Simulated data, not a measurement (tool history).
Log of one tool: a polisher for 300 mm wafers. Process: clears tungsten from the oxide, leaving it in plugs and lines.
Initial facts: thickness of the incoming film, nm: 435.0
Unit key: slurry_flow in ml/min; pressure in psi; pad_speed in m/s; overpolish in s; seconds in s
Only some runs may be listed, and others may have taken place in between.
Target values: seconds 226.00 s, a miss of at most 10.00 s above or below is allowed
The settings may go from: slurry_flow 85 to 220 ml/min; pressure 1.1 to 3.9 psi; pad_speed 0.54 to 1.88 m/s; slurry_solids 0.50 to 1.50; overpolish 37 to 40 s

| run | hour | slurry_flow | pressure | pad_speed | slurry_solids | overpolish | seconds |
|---|---|---|---|---|---|---|---|
| 1 | 0.0 | 140 | 2.5 | 1.20 | 1.00 | 37 | 133.51 |
| 2 | 6.1 | 140 | 2.3 | 1.20 | 1.00 | 37 | 141.86 |
| 3 | 12.2 | 140 | 2.3 | 1.20 | 1.05 | 37 | 141.10 |
| 4 | 18.1 | 140 | 2.1 | 1.20 | 1.05 | 37 | 150.95 |
| 5 | 22.9 | 140 | 2.5 | 1.20 | 1.05 | 37 | 130.61 |
| 6 | 31.2 | 140 | 2.5 | 1.20 | 1.05 | 37 | 131.88 |
| 7 | 33.5 | 140 | 2.3 | 1.18 | 1.05 | 37 | 141.81 |
| 8 | 37.9 | 140 | 2.1 | 1.18 | 1.05 | 37 | 151.65 |
| 9 | 41.9 | 140 | 1.9 | 1.16 | 1.05 | 37 | 169.95 |
| 10 | 47.1 | 140 | 1.8 | 1.16 | 1.05 | 37 | 171.69 |
| 11 | 49.8 | 140 | 1.7 | 1.16 | 1.05 | 37 | 175.33 |
| 12 | 52.6 | 140 | 1.7 | 1.16 | 1.05 | 37 | 176.67 |
| 13 | 59.5 | 140 | 1.6 | 1.16 | 1.05 | 37 | 186.15 |
| 14 | 62.6 | 140 | 1.5 | 1.16 | 1.05 | 37 | 187.71 |
| 15 | 70.4 | 140 | 1.4 | 1.16 | 1.05 | 37 | 199.48 |

Pick the move, out of 4, that brings all results within their allowed miss; only one does.
| A | 78.2 | 110 | 1.6 | 1.36 | 1.10 | 37 | ? |
| B | 78.2 | 155 | 1.3 | 1.40 | 1.10 | 40 | ? |
| C | 78.2 | 135 | 1.3 | 1.08 | 0.95 | 40 | ? |
| D | 78.2 | 115 | 1.9 | 1.10 | 0.95 | 37 | ? |

| move | seconds |
|---|---|
| A | 164.87 |
| B | 171.71 |
| C | 230.14 |
| D | 185.09 |
A: moves away from the targets compared with the last run
B: moves away from the targets compared with the last run
C: all results land within tolerance of their targets
D: moves away from the targets compared with the last run
Move C is the one to make.
